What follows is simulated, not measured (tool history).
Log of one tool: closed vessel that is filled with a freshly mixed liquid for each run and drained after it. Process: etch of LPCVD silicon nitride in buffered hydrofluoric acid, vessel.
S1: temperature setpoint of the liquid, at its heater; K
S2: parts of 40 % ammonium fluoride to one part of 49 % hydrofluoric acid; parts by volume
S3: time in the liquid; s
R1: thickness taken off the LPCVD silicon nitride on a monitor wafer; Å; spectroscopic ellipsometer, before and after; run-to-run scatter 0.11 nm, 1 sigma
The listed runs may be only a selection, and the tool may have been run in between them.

run	hour	S1	S2	S3	R1
1	0	295.15	12.5	1520	159.52
2	7.4	294.15	12.5	1520	151.77
3	13.8	293.15	12.5	1520	139.91
4	21.1	293.15	11	1520	162.73
5	30.4	293.15	13	1520	137.19
6	32.6	295.65	13	1520	157.34
7	40.2	294.65	13	1520	149.96
8	47.4	294.15	13	1520	144.74

Run 9 has not been measured yet. What should we expect?
9	56.5	294.15	13	1520	?

R1: 144.06 Å

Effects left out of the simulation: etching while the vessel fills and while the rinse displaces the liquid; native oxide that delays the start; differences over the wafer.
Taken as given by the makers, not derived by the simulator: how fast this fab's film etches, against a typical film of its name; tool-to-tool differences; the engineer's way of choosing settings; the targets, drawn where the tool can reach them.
